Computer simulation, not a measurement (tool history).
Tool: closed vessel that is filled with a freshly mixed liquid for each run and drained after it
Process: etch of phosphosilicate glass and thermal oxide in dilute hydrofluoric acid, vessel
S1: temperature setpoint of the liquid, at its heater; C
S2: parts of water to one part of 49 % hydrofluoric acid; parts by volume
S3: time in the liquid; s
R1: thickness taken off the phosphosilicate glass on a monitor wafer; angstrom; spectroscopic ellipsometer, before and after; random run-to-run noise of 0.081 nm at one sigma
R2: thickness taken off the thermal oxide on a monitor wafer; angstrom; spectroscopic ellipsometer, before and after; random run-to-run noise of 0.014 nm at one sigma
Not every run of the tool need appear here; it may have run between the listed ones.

run 1 hour=0.0 | S1=21.0 S2=270 S3=60 | R1=233.03 R2=6.7120
run 2 hour=0.7 | S1=20.5 S2=285 S3=60 | R1=214.20 R2=6.2027
run 3 hour=5.0 | S1=20.5 S2=285 S3=80 | R1=287.42 R2=8.0050
run 4 hour=13.7 | S1=23.0 S2=285 S3=80 | R1=313.44 R2=8.5981
-- hour=14.7 hydrofluoric acid flow meter replaced
run 5 hour=14.7 | S1=22.5 S2=305 S3=80 | R1=313.18 R2=8.7298
run 6 hour=17.2 | S1=22.5 S2=225 S3=80 | R1=452.97 R2=12.8200

Expected results for the next run?
run 7 hour=25.8 | S1=22.0 S2=250 S3=80 | R1=? R2=?

R1: 401.25 angstrom
R2: 11.2590 angstrom
